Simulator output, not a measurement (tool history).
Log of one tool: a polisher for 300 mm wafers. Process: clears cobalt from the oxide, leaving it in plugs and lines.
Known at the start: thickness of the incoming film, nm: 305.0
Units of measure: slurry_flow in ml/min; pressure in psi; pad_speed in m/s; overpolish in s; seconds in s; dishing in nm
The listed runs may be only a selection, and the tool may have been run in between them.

run 1 hour=0 | slurry_flow=150 pressure=1.3 pad_speed=0.92 overpolish=30 | seconds=114.33 dishing=45.773
run 2 hour=2.8 | slurry_flow=150 pressure=1.2 pad_speed=0.92 overpolish=33 | seconds=122.8 dishing=47.263
run 3 hour=11 | slurry_flow=150 pressure=1.1 pad_speed=0.92 overpolish=35 | seconds=132.18 dishing=45.31
run 4 hour=17.1 | slurry_flow=150 pressure=1.1 pad_speed=0.92 overpolish=37 | seconds=134.51 dishing=46.777
run 5 hour=20.7 | slurry_flow=150 pressure=1.1 pad_speed=0.92 overpolish=39 | seconds=134.18 dishing=47.146
run 6 hour=21.9 | slurry_flow=120 pressure=1.1 pad_speed=0.92 overpolish=39 | seconds=136.8 dishing=47.411
run 7 hour=26 | slurry_flow=120 pressure=1.1 pad_speed=0.92 overpolish=40 | seconds=138.01 dishing=48.152
run 8 hour=33.3 | slurry_flow=120 pressure=1.1 pad_speed=0.92 overpolish=41 | seconds=137.19 dishing=48.353
run 9 hour=34.6 | slurry_flow=120 pressure=1.1 pad_speed=0.92 overpolish=42 | seconds=135.16 dishing=48.963

Forecast run 10:
run 10 hour=36.7 | slurry_flow=120 pressure=1.1 pad_speed=0.92 overpolish=43 | seconds=? dishing=?

{"run 10": {"seconds": 136.58, "dishing": 49.613}}

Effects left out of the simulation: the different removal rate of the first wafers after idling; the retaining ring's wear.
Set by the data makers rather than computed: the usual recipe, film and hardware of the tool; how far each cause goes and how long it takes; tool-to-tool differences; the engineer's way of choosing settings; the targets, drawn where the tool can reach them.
